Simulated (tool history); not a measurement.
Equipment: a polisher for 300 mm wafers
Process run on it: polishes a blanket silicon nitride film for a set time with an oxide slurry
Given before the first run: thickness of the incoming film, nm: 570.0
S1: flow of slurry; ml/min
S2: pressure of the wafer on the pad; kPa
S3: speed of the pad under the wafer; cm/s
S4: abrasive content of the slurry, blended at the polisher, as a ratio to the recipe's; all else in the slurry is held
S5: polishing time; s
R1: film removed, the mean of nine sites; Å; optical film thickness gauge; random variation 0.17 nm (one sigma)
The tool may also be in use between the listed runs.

| run | hour | S1 | S2 | S3 | S4 | S5 | R1 |
|---|---|---|---|---|---|---|---|
| 1 | 0.0 | 220 | 17.2 | 106 | 1.00 | 64 | 298.78 |
| 2 | 5.7 | 220 | 17.2 | 106 | 1.15 | 64 | 324.83 |
| 3 | 12.1 | 215 | 15.9 | 106 | 1.15 | 64 | 299.54 |
| 4 | 18.1 | 215 | 20.0 | 106 | 1.15 | 64 | 374.58 |
| 5 | 24.9 | 210 | 17.9 | 106 | 1.15 | 64 | 329.98 |
| 6 | 26.5 | 210 | 17.9 | 106 | 1.15 | 64 | 338.46 |
| 7 | 35.3 | 210 | 15.9 | 106 | 1.15 | 64 | 298.15 |

Run 8, settings as shown, results not yet in. Your forecast:
| 8 | 36.9 | 195 | 11.0 | 106 | 1.15 | 64 | ? |

Run 8 gave R1 216.23 Å.
